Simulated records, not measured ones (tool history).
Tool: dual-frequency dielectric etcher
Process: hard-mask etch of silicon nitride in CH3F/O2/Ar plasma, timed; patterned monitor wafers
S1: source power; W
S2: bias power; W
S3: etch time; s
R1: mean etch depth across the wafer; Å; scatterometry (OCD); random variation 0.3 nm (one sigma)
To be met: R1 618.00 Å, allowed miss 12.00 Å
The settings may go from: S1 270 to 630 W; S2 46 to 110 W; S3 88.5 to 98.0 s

run 1 hour=0.0 | S1=450 S2=78 S3=98.0 | R1=777.60
run 2 hour=1.6 | S1=450 S2=78 S3=98.0 | R1=771.83
run 3 hour=2.9 | S1=410 S2=73 S3=97.5 | R1=720.76
run 4 hour=8.1 | S1=410 S2=62 S3=97.5 | R1=695.93
run 5 hour=10.5 | S1=380 S2=61 S3=97.5 | R1=661.58
run 6 hour=15.9 | S1=420 S2=61 S3=97.5 | R1=700.93
run 7 hour=20.5 | S1=400 S2=60 S3=97.5 | R1=672.83
run 8 hour=26.8 | S1=380 S2=60 S3=97.5 | R1=658.21
run 9 hour=30.1 | S1=310 S2=58 S3=97.5 | R1=595.74

Which of these 5 next moves meets every target?
run A hour=33.4 | S1=340 S2=54 S3=95.0 | R1=?
run B hour=33.4 | S1=360 S2=57 S3=98.0 | R1=?
run C hour=33.4 | S1=370 S2=59 S3=93.0 | R1=?
run D hour=33.4 | S1=280 S2=67 S3=94.5 | R1=?
run E hour=33.4 | S1=350 S2=49 S3=93.5 | R1=?

move=A R1=598.99
move=B R1=644.12
move=C R1=624.89
move=D R1=572.83
move=E R1=583.74
A: nearer than the last run, and not there yet
B: takes the result that was furthest off past its target
C: meets every target
D: further off than the last run
E: further off than the last run
The right move is C.
